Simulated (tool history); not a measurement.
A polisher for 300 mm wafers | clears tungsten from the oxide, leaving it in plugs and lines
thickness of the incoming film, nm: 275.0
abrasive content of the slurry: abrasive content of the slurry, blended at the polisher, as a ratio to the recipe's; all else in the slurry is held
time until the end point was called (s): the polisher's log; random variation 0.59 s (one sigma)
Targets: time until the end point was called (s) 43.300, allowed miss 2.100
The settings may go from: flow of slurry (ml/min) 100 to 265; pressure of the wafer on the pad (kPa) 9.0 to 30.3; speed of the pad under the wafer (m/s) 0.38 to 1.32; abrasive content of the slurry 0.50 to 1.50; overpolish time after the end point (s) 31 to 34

run,hour,flow of slurry (ml/min),pressure of the wafer on the pad (kPa),speed of the pad under the wafer (m/s),abrasive content of the slurry,overpolish time after the end point (s),time until the end point was called (s)
1,0.0,170,19.3,0.84,1.00,31,77.194
2,7.7,170,22.8,0.86,1.00,31,67.082
3,15.6,170,22.8,0.70,1.00,31,82.184
4,23.5,170,17.9,0.70,1.00,31,99.509
5,25.7,175,22.1,0.78,1.00,31,76.349
6,33.0,175,24.8,0.84,1.00,31,63.562
7,34.9,175,24.8,0.84,1.00,31,64.129
8,39.5,175,26.2,0.90,1.00,31,57.354
9,48.0,175,27.6,0.94,1.00,31,52.429
10,51.7,175,28.3,0.96,1.00,31,50.486

5 next moves are on the table. One of them brings every result within its allowed miss. Which?
A,55.4,175,29.0,0.82,0.80,34,?
B,55.4,175,29.6,0.84,0.95,33,?
C,55.4,190,30.3,1.02,1.15,31,?
D,55.4,170,27.6,0.82,1.10,31,?
E,55.4,155,28.3,1.02,0.60,31,?

move,time until the end point was called (s)
A,61.505
B,56.814
C,43.783
D,59.847
E,54.753
A: further off than the last run
B: further off than the last run
C: meets every target
D: further off than the last run
E: further off than the last run
Move C is the one to make.
